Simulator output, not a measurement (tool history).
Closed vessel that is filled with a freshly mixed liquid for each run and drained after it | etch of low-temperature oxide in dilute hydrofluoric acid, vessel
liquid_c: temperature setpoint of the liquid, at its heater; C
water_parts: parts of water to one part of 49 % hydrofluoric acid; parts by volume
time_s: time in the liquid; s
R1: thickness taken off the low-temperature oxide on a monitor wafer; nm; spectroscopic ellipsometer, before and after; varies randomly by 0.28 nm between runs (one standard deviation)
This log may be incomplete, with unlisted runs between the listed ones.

{"run": 1, "hour": 0.0, "liquid_c": 25.0, "water_parts": 50, "time_s": 60, "R1": 31.292}
{"run": 2, "hour": 1.8, "liquid_c": 26.0, "water_parts": 50, "time_s": 60, "R1": 32.809}
{"run": 3, "hour": 4.1, "liquid_c": 26.5, "water_parts": 50, "time_s": 60, "R1": 33.226}
{"run": 4, "hour": 7.3, "liquid_c": 27.0, "water_parts": 50, "time_s": 60, "R1": 34.14}
{"run": 5, "hour": 14.6, "liquid_c": 27.0, "water_parts": 40, "time_s": 60, "R1": 43.087}
{"hour": 23.4, "done": "hydrofluoric acid flow meter replaced"}
{"run": 6, "hour": 23.4, "liquid_c": 27.0, "water_parts": 60, "time_s": 60, "R1": 25.488}

For run 7, what comes out?
{"run": 7, "hour": 31.3, "liquid_c": 28.0, "water_parts": 60, "time_s": 60, "R1": "?"}

R1: 26.617 nm

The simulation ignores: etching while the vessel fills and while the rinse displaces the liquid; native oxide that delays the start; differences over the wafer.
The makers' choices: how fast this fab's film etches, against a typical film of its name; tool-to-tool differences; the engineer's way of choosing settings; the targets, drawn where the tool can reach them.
